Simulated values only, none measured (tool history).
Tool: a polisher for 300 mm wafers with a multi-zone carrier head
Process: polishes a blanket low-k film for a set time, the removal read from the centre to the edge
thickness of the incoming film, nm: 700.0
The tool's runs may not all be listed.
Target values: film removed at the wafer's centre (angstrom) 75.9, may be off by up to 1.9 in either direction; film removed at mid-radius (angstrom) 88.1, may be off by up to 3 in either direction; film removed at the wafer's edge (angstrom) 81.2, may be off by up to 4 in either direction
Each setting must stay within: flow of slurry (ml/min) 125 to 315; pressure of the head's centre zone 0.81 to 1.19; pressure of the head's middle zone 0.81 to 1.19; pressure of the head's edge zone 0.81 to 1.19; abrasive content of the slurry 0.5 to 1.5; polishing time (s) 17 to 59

run  hour  flow of slurry (ml/min)  pressure of the head's centre zone  pressure of the head's middle zone  pressure of the head's edge zone  abrasive content of the slurry  polishing time (s)  film removed at the wafer's centre (angstrom)  film removed at mid-radius (angstrom)  film removed at the wafer's edge (angstrom)
  1     0                      205                                   1                                   1                                 1                               1                  38                                         95.625                                 96.032                                       98.093
  2   0.9                      205                                   1                                1.03                                 1                               1                  38                                         96.282                                  98.49                                       94.676
  3     7                      205                                   1                                1.03                                 1                            0.85                  38                                         87.331                                 90.131                                       86.878
  4   9.5                      190                                   1                                1.03                                 1                            0.85                  38                                         87.497                                 89.038                                       85.483
  5  13.7                      190                                0.92                                1.03                                 1                            0.85                  38                                         79.874                                 89.605                                       86.458
  6  20.7                      185                                0.92                                1.03                              0.99                            0.85                  38                                         80.166                                  89.28                                       86.504
  7    25                      180                                0.92                                1.03                              0.98                            0.85                  38                                         79.123                                 89.251                                       85.646
  8  28.2                      175                                0.92                                1.03                              0.98                            0.85                  38                                         78.968                                 88.205                                       85.001

Pick the move, out of 5, that brings all results within their allowed miss; only one does.
  A  31.4                      150                                0.88                                1.02                              0.86                             0.9                  38                                              ?                                      ?                                            ?
  B  31.4                      290                                0.93                                1.05                              0.98                               1                  33                                              ?                                      ?                                            ?
  C  31.4                      230                                 0.9                                1.11                              0.84                             0.9                  33                                              ?                                      ?                                            ?
  D  31.4                      185                                 0.9                                1.17                              0.91                            0.85                  37                                              ?                                      ?                                            ?
  E  31.4                      180                                0.87                                0.98                              1.02                             0.9                  38                                              ?                                      ?                                            ?

move  film removed at the wafer's centre (angstrom)  film removed at mid-radius (angstrom)  film removed at the wafer's edge (angstrom)
   A                                         75.774                                 88.294                                       82.781
   B                                         81.013                                  90.56                                       85.135
   C                                         72.056                                 87.528                                       74.424
   D                                         75.795                                 96.597                                       81.371
   E                                         77.297                                 87.798                                       90.253
A: each result inside its tolerance
B: lands further from the targets than the last run did
C: pushes the last run's worst result past its target
D: gets the furthest-off result to its target, but another result is out of tolerance
E: gets the furthest-off result to its target, but another result is out of tolerance
A is the move that brings every result within its allowed miss.

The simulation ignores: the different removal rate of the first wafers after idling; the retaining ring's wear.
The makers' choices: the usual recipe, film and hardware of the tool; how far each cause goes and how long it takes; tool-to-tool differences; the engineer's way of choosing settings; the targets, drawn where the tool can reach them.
